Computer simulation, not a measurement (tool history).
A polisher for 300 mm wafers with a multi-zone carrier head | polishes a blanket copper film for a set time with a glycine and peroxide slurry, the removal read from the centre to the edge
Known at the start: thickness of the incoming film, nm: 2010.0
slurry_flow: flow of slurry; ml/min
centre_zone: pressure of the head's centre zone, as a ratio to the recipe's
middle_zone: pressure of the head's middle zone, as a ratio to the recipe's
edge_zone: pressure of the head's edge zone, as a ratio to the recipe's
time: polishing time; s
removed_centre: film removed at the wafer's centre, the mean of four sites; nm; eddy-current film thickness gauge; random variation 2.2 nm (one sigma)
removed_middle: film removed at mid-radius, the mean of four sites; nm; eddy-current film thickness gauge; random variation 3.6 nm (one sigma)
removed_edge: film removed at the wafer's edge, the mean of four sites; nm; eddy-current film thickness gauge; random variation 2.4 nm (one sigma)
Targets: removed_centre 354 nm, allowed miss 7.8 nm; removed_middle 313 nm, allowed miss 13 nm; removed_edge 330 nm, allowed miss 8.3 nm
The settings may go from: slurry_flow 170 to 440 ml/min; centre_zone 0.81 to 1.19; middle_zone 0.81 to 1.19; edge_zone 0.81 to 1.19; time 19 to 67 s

Run 1, hour 0: slurry_flow 280 ml/min, centre_zone 1, middle_zone 1, edge_zone 1, time 43 s. Result: removed_centre 270.24 nm, removed_middle 260.96 nm, removed_edge 261.39 nm.
Run 2, hour 6.8: slurry_flow 280 ml/min, centre_zone 1, middle_zone 1, edge_zone 0.94, time 43 s. Result: removed_centre 269.9 nm, removed_middle 266.22 nm, removed_edge 254.68 nm.
Run 3, hour 15.2: slurry_flow 285 ml/min, centre_zone 1.02, middle_zone 1.01, edge_zone 0.98, time 44 s. Result: removed_centre 279.76 nm, removed_middle 269.25 nm, removed_edge 266.18 nm.
Run 4, hour 19.4: slurry_flow 295 ml/min, centre_zone 1.04, middle_zone 1.03, edge_zone 1.01, time 45 s. Result: removed_centre 293.96 nm, removed_middle 282.31 nm, removed_edge 275.02 nm.
Run 5, hour 20.1: slurry_flow 230 ml/min, centre_zone 1.04, middle_zone 1.03, edge_zone 1.01, time 45 s. Result: removed_centre 283.42 nm, removed_middle 278.47 nm, removed_edge 271.2 nm.
Run 6, hour 20.8: slurry_flow 230 ml/min, centre_zone 1.04, middle_zone 1.09, edge_zone 1.01, time 45 s. Result: removed_centre 285.3 nm, removed_middle 286.28 nm, removed_edge 270.99 nm.
Run 7, hour 28.5: slurry_flow 245 ml/min, centre_zone 1.06, middle_zone 1.08, edge_zone 1.04, time 46 s. Result: removed_centre 297.63 nm, removed_middle 295.36 nm, removed_edge 284.13 nm.
Run 8, hour 30.8: slurry_flow 260 ml/min, centre_zone 1.08, middle_zone 1.07, edge_zone 1.07, time 46 s. Result: removed_centre 308.07 nm, removed_middle 291.04 nm, removed_edge 284.38 nm.
Run 9, hour 34.5: slurry_flow 270 ml/min, centre_zone 1.08, middle_zone 1.06, edge_zone 1.09, time 47 s. Result: removed_centre 317.37 nm, removed_middle 297.21 nm, removed_edge 298.39 nm.
Run 10, hour 42.2: slurry_flow 285 ml/min, centre_zone 1.09, middle_zone 1.06, edge_zone 1.11, time 47 s. Result: removed_centre 321.71 nm, removed_middle 292.87 nm, removed_edge 298.77 nm.
Run 11, hour 47.6: slurry_flow 295 ml/min, centre_zone 1.09, middle_zone 1.06, edge_zone 1.12, time 47 s. Result: removed_centre 323.34 nm, removed_middle 301.9 nm, removed_edge 299.68 nm.
Run 12, hour 56.3: slurry_flow 300 ml/min, centre_zone 1.09, middle_zone 1.05, edge_zone 1.13, time 48 s. Result: removed_centre 325.7 nm, removed_middle 311.4 nm, removed_edge 305.91 nm.
Run 13, hour 61.8: slurry_flow 310 ml/min, centre_zone 1.15, middle_zone 0.95, edge_zone 1.19, time 51 s. Result: removed_centre 372.91 nm, removed_middle 296.85 nm, removed_edge 334.35 nm.

Which of these 4 next moves meets every target?
Run A, hour 67.3: slurry_flow 280 ml/min, centre_zone 1.14, middle_zone 0.94, edge_zone 1.17, time 49 s. Result: removed_centre ?, removed_middle ?, removed_edge ?.
Run B, hour 67.3: slurry_flow 325 ml/min, centre_zone 1.08, middle_zone 0.98, edge_zone 1.1, time 52 s. Result: removed_centre ?, removed_middle ?, removed_edge ?.
Run C, hour 67.3: slurry_flow 320 ml/min, centre_zone 1.06, middle_zone 0.87, edge_zone 1.19, time 50 s. Result: removed_centre ?, removed_middle ?, removed_edge ?.
Run D, hour 67.3: slurry_flow 345 ml/min, centre_zone 1.16, middle_zone 1.02, edge_zone 1.19, time 50 s. Result: removed_centre ?, removed_middle ?, removed_edge ?.

move  removed_centre  removed_middle  removed_edge
   A          346.41          286.72        321.28
   B          354.14          320.07        335.98
   C          333.37          278.28        334.04
   D          368.22          319.91        335.16
A: brings the result that was furthest off to its target, and leaves another outside
B: meets every target
C: takes the result that was furthest off past its target
D: nearer than the last run, and not there yet
Move B is the one to make.
